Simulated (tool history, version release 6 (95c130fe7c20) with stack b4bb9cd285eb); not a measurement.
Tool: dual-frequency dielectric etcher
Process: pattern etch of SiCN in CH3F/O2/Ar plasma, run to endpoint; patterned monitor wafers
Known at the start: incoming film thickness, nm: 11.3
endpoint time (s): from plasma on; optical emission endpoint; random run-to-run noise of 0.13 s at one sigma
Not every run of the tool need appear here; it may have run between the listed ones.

run    day  source power (kW)  bias power (kW)  endpoint time (s)
  1  0.000              0.350            0.085             27.822
  2  0.062              0.380            0.085             27.116
  3  0.088              0.410            0.090             25.523
  4  0.262              0.380            0.090             25.931
  5  0.479              0.380            0.078             28.362
  6  0.583              0.380            0.069             30.250

Run 7 comes next. What will it give?
  7  0.617              0.410            0.077                  ?

{"run 7": {"endpoint time (s)": 27.41}}
